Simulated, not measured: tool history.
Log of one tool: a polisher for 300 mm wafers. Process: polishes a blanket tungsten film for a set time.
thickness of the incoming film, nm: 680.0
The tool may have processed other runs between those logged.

run    day  flow of slurry (ml/min)  pressure of the wafer on the pad (psi)  speed of the pad under the wafer (m/s)  abrasive content of the slurry  polishing time (s)  film removed (angstrom)
  1      0                      280                                     3.5                                    1.14                               1                  40                   1588.7
  2  0.338                      280                                     3.5                                    1.14                             0.9                  40                   1536.2
  3  0.429                      280                                     3.5                                    1.14                             0.9                  40                   1567.4
  4  0.625                      250                                     3.5                                    1.14                             0.9                  40                   1525.4
  5  0.992                      260                                     3.7                                    1.14                             0.9                  40                   1619.4
  6  1.117                      295                                     3.7                                    1.14                             0.9                  40                   1638.8

Run 7 is up next; what results do you expect?
  7  1.396                      295                                     3.8                                    1.14                             0.9                  40                        ?

Logged for run 7: film removed (angstrom) 1682.
